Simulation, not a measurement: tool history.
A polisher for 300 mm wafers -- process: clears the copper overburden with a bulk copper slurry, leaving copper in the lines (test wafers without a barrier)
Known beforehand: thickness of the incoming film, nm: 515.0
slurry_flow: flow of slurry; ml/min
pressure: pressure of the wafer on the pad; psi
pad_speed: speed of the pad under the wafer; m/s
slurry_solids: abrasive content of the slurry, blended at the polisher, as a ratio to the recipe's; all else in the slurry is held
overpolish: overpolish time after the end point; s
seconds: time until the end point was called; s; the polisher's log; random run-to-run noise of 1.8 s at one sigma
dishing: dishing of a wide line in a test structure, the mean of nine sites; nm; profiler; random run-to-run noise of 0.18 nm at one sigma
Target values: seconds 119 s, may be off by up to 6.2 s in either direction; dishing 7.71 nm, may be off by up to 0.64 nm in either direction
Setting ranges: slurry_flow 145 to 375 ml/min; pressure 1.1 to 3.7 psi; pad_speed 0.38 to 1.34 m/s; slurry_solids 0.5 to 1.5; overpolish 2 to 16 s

{"run": 1, "hour": 0.0, "slurry_flow": 240, "pressure": 2.4, "pad_speed": 0.86, "slurry_solids": 1, "overpolish": 8, "seconds": 83.702, "dishing": 15.959}
{"run": 2, "hour": 6.9, "slurry_flow": 240, "pressure": 2.1, "pad_speed": 0.88, "slurry_solids": 1, "overpolish": 7, "seconds": 89.242, "dishing": 15.328}
{"run": 3, "hour": 12.5, "slurry_flow": 240, "pressure": 2.1, "pad_speed": 0.78, "slurry_solids": 1, "overpolish": 7, "seconds": 101.3, "dishing": 14.233}
{"run": 4, "hour": 20.2, "slurry_flow": 300, "pressure": 2.1, "pad_speed": 0.78, "slurry_solids": 1, "overpolish": 7, "seconds": 98.979, "dishing": 13.93}
{"run": 5, "hour": 27.2, "slurry_flow": 320, "pressure": 2.2, "pad_speed": 0.68, "slurry_solids": 1.1, "overpolish": 6, "seconds": 110.41, "dishing": 12.609}
{"run": 6, "hour": 35.5, "slurry_flow": 320, "pressure": 2.2, "pad_speed": 0.68, "slurry_solids": 1.3, "overpolish": 6, "seconds": 104.1, "dishing": 12.51}
{"run": 7, "hour": 42.3, "slurry_flow": 335, "pressure": 2.2, "pad_speed": 0.64, "slurry_solids": 1.35, "overpolish": 5, "seconds": 107.72, "dishing": 11.67}
{"run": 8, "hour": 45.0, "slurry_flow": 375, "pressure": 1.9, "pad_speed": 0.58, "slurry_solids": 1.5, "overpolish": 2, "seconds": 126.86, "dishing": 5.1209}
{"run": 9, "hour": 47.1, "slurry_flow": 305, "pressure": 2.2, "pad_speed": 0.58, "slurry_solids": 1.4, "overpolish": 2, "seconds": 122.08, "dishing": 5.4652}
{"run": 10, "hour": 48.9, "slurry_flow": 310, "pressure": 2.2, "pad_speed": 0.58, "slurry_solids": 1.35, "overpolish": 2, "seconds": 119.07, "dishing": 5.5722}

Consider the 4 candidate settings below. Which is the only one whose results all fall within their allowed miss of target?
{"run": "A", "hour": 50.7, "slurry_flow": 240, "pressure": 2.5, "pad_speed": 0.56, "slurry_solids": 1.15, "overpolish": 4, "seconds": "?", "dishing": "?"}
{"run": "B", "hour": 50.7, "slurry_flow": 320, "pressure": 2.3, "pad_speed": 0.58, "slurry_solids": 1.25, "overpolish": 2, "seconds": "?", "dishing": "?"}
{"run": "C", "hour": 50.7, "slurry_flow": 320, "pressure": 1.2, "pad_speed": 0.92, "slurry_solids": 1.35, "overpolish": 5, "seconds": "?", "dishing": "?"}
{"run": "D", "hour": 50.7, "slurry_flow": 320, "pressure": 2.2, "pad_speed": 0.58, "slurry_solids": 1.5, "overpolish": 3, "seconds": "?", "dishing": "?"}

move=A seconds=117.44 dishing=9.5951
move=B seconds=116.56 dishing=5.7384
move=C seconds=115.47 dishing=11.021
move=D seconds=116.35 dishing=7.8809
A: takes the biggest miss from the last run beyond its target
B: nearer the targets than the last run, but a result is still out of spec
C: takes the biggest miss from the last run beyond its target
D: every result within its allowed miss
The right move is D.
